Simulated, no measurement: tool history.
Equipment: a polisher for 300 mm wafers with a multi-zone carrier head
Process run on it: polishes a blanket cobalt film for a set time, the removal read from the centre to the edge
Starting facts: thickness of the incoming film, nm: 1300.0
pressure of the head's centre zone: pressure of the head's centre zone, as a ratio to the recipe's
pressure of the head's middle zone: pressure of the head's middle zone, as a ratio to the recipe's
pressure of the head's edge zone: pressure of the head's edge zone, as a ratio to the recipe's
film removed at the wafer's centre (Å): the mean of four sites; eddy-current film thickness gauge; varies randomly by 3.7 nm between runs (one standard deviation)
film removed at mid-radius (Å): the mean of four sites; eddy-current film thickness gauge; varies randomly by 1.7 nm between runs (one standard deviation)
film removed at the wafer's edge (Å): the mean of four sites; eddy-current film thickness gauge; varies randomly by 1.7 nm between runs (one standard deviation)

run,hour,flow of slurry (ml/min),pressure of the head's centre zone,pressure of the head's middle zone,pressure of the head's edge zone,polishing time (s),film removed at the wafer's centre (Å),film removed at mid-radius (Å),film removed at the wafer's edge (Å)
1,0,195,1,1,1,43,3443.6,3363.4,3427.2
2,5.1,215,1,1,1,43,3463.1,3395.6,3477.9
3,8.5,210,1,0.99,0.98,42,3344,3264.3,3305.3
4,12.3,205,1,0.98,0.96,42,3434.8,3234.2,3283.8
5,20.9,205,1,0.98,0.96,33,2645,2554.2,2593
6,27.4,210,1.01,0.99,0.96,33,2688.5,2580.1,2594.2
7,28.3,215,1.02,1,0.96,33,2712.8,2596.1,2567.6
8,32.9,220,1.03,1,0.97,33,2767.7,2642.1,2623.5
9,37.6,225,1.04,1,0.97,33,2809.2,2595.4,2600.6
10,40.9,230,1.04,1.01,0.98,33,2801.2,2642.2,2596.6
11,46.5,230,1.04,1.01,0.99,33,2818.3,2633.4,2652.9

Predict the results of run 12:
12,47,235,1.04,1.02,0.99,33,?,?,?

Run 12 produced film removed at the wafer's centre (Å) 2721, film removed at mid-radius (Å) 2656.2, film removed at the wafer's edge (Å) 2660.2.

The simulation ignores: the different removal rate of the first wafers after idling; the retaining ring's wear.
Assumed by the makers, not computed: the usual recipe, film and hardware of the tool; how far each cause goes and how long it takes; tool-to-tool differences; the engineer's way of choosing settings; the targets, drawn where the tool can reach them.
